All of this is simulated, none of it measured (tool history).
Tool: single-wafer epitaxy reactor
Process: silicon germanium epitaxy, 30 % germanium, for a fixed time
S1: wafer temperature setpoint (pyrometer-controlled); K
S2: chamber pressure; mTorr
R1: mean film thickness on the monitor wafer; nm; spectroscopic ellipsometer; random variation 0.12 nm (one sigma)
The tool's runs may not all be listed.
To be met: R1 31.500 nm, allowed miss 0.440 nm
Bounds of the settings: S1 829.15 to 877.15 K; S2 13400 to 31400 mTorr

{"run": 1, "day": 0.0, "S1": 853.15, "S2": 22400, "R1": 42.582}
{"run": 2, "day": 0.267, "S1": 853.15, "S2": 24600, "R1": 44.453}
{"run": 3, "day": 0.438, "S1": 853.15, "S2": 21200, "R1": 41.904}
{"run": 4, "day": 0.675, "S1": 849.15, "S2": 21200, "R1": 38.444}
{"run": 5, "day": 0.9, "S1": 845.15, "S2": 21200, "R1": 35.066}
{"run": 6, "day": 0.967, "S1": 852.15, "S2": 21200, "R1": 41.26}
{"run": 7, "day": 1.25, "S1": 849.15, "S2": 21200, "R1": 38.526}
{"run": 8, "day": 1.604, "S1": 846.15, "S2": 21200, "R1": 35.777}
{"run": 9, "day": 1.654, "S1": 844.15, "S2": 21200, "R1": 34.466}
{"run": 10, "day": 1.692, "S1": 843.15, "S2": 21200, "R1": 33.713}
{"run": 11, "day": 1.946, "S1": 839.15, "S2": 21200, "R1": 30.817}

Which of these 5 next moves meets every target?
{"run": "A", "day": 2.2, "S1": 840.15, "S2": 23500, "R1": "?"}
{"run": "B", "day": 2.2, "S1": 843.15, "S2": 19500, "R1": "?"}
{"run": "C", "day": 2.2, "S1": 841.15, "S2": 21200, "R1": "?"}
{"run": "D", "day": 2.2, "S1": 838.15, "S2": 23900, "R1": "?"}
{"run": "E", "day": 2.2, "S1": 843.15, "S2": 19000, "R1": "?"}

move=A R1=32.797
move=B R1=32.560
move=C R1=32.190
move=D R1=31.557
move=E R1=32.223
A: takes the result that was furthest off past its target
B: takes the result that was furthest off past its target
C: takes the result that was furthest off past its target
D: meets every target
E: takes the result that was furthest off past its target
The right move is D.

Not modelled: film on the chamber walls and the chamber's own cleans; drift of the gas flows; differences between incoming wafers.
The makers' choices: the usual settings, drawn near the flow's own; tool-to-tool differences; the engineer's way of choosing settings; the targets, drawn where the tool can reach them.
